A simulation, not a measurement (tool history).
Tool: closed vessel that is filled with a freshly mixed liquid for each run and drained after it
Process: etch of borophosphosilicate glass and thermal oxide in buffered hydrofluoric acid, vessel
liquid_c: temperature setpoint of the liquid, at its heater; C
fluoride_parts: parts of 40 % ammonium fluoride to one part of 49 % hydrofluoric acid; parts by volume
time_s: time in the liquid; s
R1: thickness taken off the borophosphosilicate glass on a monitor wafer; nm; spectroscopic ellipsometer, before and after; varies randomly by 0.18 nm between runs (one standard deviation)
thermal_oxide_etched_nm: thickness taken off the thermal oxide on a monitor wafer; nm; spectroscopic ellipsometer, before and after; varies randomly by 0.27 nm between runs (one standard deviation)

Run 1, hour 0.0: liquid_c 24.0 C, fluoride_parts 14.5 parts by volume, time_s 60 s. Result: R1 59.381 nm, thermal_oxide_etched_nm 58.394 nm.
Run 2, hour 3.6: liquid_c 22.0 C, fluoride_parts 15.0 parts by volume, time_s 60 s. Result: R1 51.500 nm, thermal_oxide_etched_nm 50.544 nm.
Run 3, hour 12.0: liquid_c 22.0 C, fluoride_parts 11.0 parts by volume, time_s 60 s. Result: R1 69.458 nm, thermal_oxide_etched_nm 70.191 nm.
Run 4, hour 17.8: liquid_c 20.5 C, fluoride_parts 12.5 parts by volume, time_s 60 s. Result: R1 57.161 nm, thermal_oxide_etched_nm 56.330 nm.
Run 5, hour 20.7: liquid_c 20.0 C, fluoride_parts 13.5 parts by volume, time_s 60 s. Result: R1 51.367 nm, thermal_oxide_etched_nm 50.706 nm.
Run 6, hour 24.4: liquid_c 20.0 C, fluoride_parts 13.5 parts by volume, time_s 80 s. Result: R1 68.595 nm, thermal_oxide_etched_nm 67.924 nm.
Run 7, hour 30.9: liquid_c 19.0 C, fluoride_parts 15.0 parts by volume, time_s 80 s. Result: R1 58.052 nm, thermal_oxide_etched_nm 58.288 nm.

Predict the results of run 8:
Run 8, hour 32.1: liquid_c 18.5 C, fluoride_parts 16.5 parts by volume, time_s 80 s. Result: R1 ?, thermal_oxide_etched_nm ?.

Run 8 gave R1 51.788 nm, thermal_oxide_etched_nm 51.831 nm.
